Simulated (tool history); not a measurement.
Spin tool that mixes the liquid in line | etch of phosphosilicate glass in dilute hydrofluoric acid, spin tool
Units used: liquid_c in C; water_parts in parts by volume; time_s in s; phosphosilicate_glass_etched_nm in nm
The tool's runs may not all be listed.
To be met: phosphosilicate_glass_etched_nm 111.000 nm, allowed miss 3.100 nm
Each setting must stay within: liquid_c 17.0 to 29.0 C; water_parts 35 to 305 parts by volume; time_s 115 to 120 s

run	hour	liquid_c	water_parts	time_s	phosphosilicate_glass_etched_nm
1	0.0	21.0	170	115	63.024
2	2.0	22.0	165	115	67.985
3	2.9	22.0	165	120	71.670
4	7.6	22.5	160	120	76.255
5	13.1	22.5	160	115	71.763
6	21.4	22.5	160	120	74.807
7	25.2	23.0	155	120	80.305
8	27.2	23.0	155	120	79.905
9	31.9	23.5	150	120	85.882
10	36.2	24.0	150	120	85.075
11	41.8	24.5	150	120	88.493
12	46.7	25.0	150	120	89.501
13	50.8	25.5	150	120	91.514

Which single option among these 4 for the next run brings every result within its allowed miss of target? Just one does.
A	54.9	25.5	135	115	?
B	54.9	25.5	120	120	?
C	54.9	25.0	120	120	?
D	54.9	26.5	130	120	?

move	phosphosilicate_glass_etched_nm
A	99.486
B	118.950
C	116.670
D	112.660
A: closes in on the targets versus the last run, not all within tolerance yet
B: the result that was furthest off in the last run now lies on the other side of its target
C: the result that was furthest off in the last run now lies on the other side of its target
D: hits every target within its allowed miss
D meets every target.
